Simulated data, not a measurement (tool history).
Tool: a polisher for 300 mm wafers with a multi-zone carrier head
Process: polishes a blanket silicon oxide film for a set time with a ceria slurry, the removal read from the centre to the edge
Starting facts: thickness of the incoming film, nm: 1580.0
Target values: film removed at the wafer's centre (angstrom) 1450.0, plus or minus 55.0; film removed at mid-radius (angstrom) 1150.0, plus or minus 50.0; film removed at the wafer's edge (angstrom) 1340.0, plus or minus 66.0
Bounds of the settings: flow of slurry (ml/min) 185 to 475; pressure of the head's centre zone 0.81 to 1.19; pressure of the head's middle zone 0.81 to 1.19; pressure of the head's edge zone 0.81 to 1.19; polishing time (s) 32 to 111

run,hour,flow of slurry (ml/min),pressure of the head's centre zone,pressure of the head's middle zone,pressure of the head's edge zone,polishing time (s),film removed at the wafer's centre (angstrom),film removed at mid-radius (angstrom),film removed at the wafer's edge (angstrom)
1,0.0,305,1.00,1.00,1.00,71,2508.3,2405.0,2401.2
2,1.3,295,1.00,0.97,0.99,65,2246.8,2113.8,2234.7
3,4.6,285,1.02,0.96,0.96,60,2137.4,1937.9,2043.3
4,6.2,280,1.03,0.95,0.95,56,1929.6,1794.7,1869.5
5,8.4,280,1.03,1.02,0.95,56,1943.1,1913.8,1897.1
6,9.7,280,1.10,1.02,0.95,56,2098.6,1960.1,1898.5
7,16.6,280,1.10,0.99,0.95,52,1900.0,1767.9,1762.2
8,18.2,275,1.11,0.96,0.95,50,1858.8,1658.9,1644.4
9,24.4,265,1.07,0.86,1.05,33,1187.9,1000.9,1148.8
10,29.7,270,1.08,0.86,1.05,34,1237.8,1016.1,1202.7
11,37.7,330,1.18,0.96,1.10,37,1475.9,1209.9,1327.5
12,42.4,330,1.18,0.95,1.10,37,1463.8,1243.3,1330.0
13,47.4,325,1.18,0.94,1.10,38,1490.7,1238.1,1385.0
14,49.7,325,1.18,0.89,1.07,35,1384.7,1078.2,1266.0
15,50.5,325,1.18,0.89,1.07,35,1399.0,1092.6,1291.7
16,52.8,330,1.18,0.89,1.07,35,1388.1,1091.8,1276.6
17,60.8,335,1.18,0.89,1.07,35,1402.3,1105.6,1223.7
18,68.2,330,1.18,0.89,1.07,35,1384.0,1091.8,1252.2
19,76.1,325,1.18,0.89,1.07,35,1382.9,1105.4,1264.1

Which one of the following 5 next-run settings gets every result inside its allowed miss? There is exactly one.
A,84.0,440,1.19,0.99,0.95,36,?,?,?
B,84.0,375,1.19,0.81,0.95,34,?,?,?
C,84.0,475,1.19,0.82,0.97,35,?,?,?
D,84.0,375,1.19,0.91,1.14,36,?,?,?
E,84.0,360,1.12,0.81,1.03,36,?,?,?

move,film removed at the wafer's centre (angstrom),film removed at mid-radius (angstrom),film removed at the wafer's edge (angstrom)
A,1484.1,1268.6,1252.2
B,1381.4,1002.2,1174.3
C,1449.2,1060.2,1236.4
D,1463.7,1167.6,1350.7
E,1386.5,1057.7,1285.9
A: brings the result that was furthest off to its target, and leaves another outside
B: the biggest miss grows against the last run
C: brings the result that was furthest off to its target, and leaves another outside
D: in spec on every target
E: the biggest miss grows against the last run
So the answer is move D, the one that meets all the targets.

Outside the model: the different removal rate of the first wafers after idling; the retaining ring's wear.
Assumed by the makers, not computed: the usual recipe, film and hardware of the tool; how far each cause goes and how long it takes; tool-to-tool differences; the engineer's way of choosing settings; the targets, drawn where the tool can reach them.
